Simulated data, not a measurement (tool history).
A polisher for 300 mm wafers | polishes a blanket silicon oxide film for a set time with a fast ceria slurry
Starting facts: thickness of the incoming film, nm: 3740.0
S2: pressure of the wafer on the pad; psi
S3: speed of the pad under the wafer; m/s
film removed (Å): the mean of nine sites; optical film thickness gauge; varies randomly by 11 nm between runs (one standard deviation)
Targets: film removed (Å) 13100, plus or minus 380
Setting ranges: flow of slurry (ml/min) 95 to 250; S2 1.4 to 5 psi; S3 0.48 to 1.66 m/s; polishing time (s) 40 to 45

run 1 hour=0 | flow_of_slurry_(ml/min)=160 S2=3.2 S3=1.06 polishing_time_(s)=45 | film_removed_(Å)=9452.5
run 2 hour=3.5 | flow_of_slurry_(ml/min)=160 S2=3.2 S3=0.96 polishing_time_(s)=45 | film_removed_(Å)=8518.6
run 3 hour=7.9 | flow_of_slurry_(ml/min)=160 S2=3.2 S3=0.96 polishing_time_(s)=45 | film_removed_(Å)=8450.2
run 4 hour=13.1 | flow_of_slurry_(ml/min)=160 S2=3.2 S3=0.96 polishing_time_(s)=45 | film_removed_(Å)=8665.9
run 5 hour=14.4 | flow_of_slurry_(ml/min)=160 S2=2.5 S3=0.96 polishing_time_(s)=45 | film_removed_(Å)=6837.7
run 6 hour=18.2 | flow_of_slurry_(ml/min)=160 S2=2.5 S3=1.12 polishing_time_(s)=45 | film_removed_(Å)=7953.5
run 7 hour=21.4 | flow_of_slurry_(ml/min)=160 S2=2.5 S3=1.12 polishing_time_(s)=45 | film_removed_(Å)=7922.2
run 8 hour=23.1 | flow_of_slurry_(ml/min)=170 S2=3 S3=1.12 polishing_time_(s)=45 | film_removed_(Å)=9454.2
run 9 hour=29.5 | flow_of_slurry_(ml/min)=180 S2=3.3 S3=1.12 polishing_time_(s)=45 | film_removed_(Å)=10280
run 10 hour=34.6 | flow_of_slurry_(ml/min)=180 S2=3.6 S3=1.12 polishing_time_(s)=45 | film_removed_(Å)=11087
run 11 hour=35.3 | flow_of_slurry_(ml/min)=180 S2=3.8 S3=1.12 polishing_time_(s)=45 | film_removed_(Å)=11750
run 12 hour=41 | flow_of_slurry_(ml/min)=180 S2=3.9 S3=1.12 polishing_time_(s)=45 | film_removed_(Å)=12088
run 13 hour=43 | flow_of_slurry_(ml/min)=180 S2=4 S3=1.12 polishing_time_(s)=45 | film_removed_(Å)=12368
run 14 hour=50.3 | flow_of_slurry_(ml/min)=180 S2=4.1 S3=1.12 polishing_time_(s)=45 | film_removed_(Å)=12622

5 next moves are on the table. One of them brings every result within its allowed miss. Which?
run A hour=57.6 | flow_of_slurry_(ml/min)=230 S2=4.1 S3=1.16 polishing_time_(s)=44 | film_removed_(Å)=?
run B hour=57.6 | flow_of_slurry_(ml/min)=175 S2=3.4 S3=1.36 polishing_time_(s)=43 | film_removed_(Å)=?
run C hour=57.6 | flow_of_slurry_(ml/min)=175 S2=3.9 S3=1.16 polishing_time_(s)=44 | film_removed_(Å)=?
run D hour=57.6 | flow_of_slurry_(ml/min)=180 S2=4 S3=1.08 polishing_time_(s)=45 | film_removed_(Å)=?
run E hour=57.6 | flow_of_slurry_(ml/min)=205 S2=3.5 S3=1.22 polishing_time_(s)=45 | film_removed_(Å)=?

move=A film_removed_(Å)=13087
move=B film_removed_(Å)=12183
move=C film_removed_(Å)=12123
move=D film_removed_(Å)=11900
move=E film_removed_(Å)=12023
A: in spec on every target
B: moves away from the targets compared with the last run
C: moves away from the targets compared with the last run
D: moves away from the targets compared with the last run
E: moves away from the targets compared with the last run
A meets every target.

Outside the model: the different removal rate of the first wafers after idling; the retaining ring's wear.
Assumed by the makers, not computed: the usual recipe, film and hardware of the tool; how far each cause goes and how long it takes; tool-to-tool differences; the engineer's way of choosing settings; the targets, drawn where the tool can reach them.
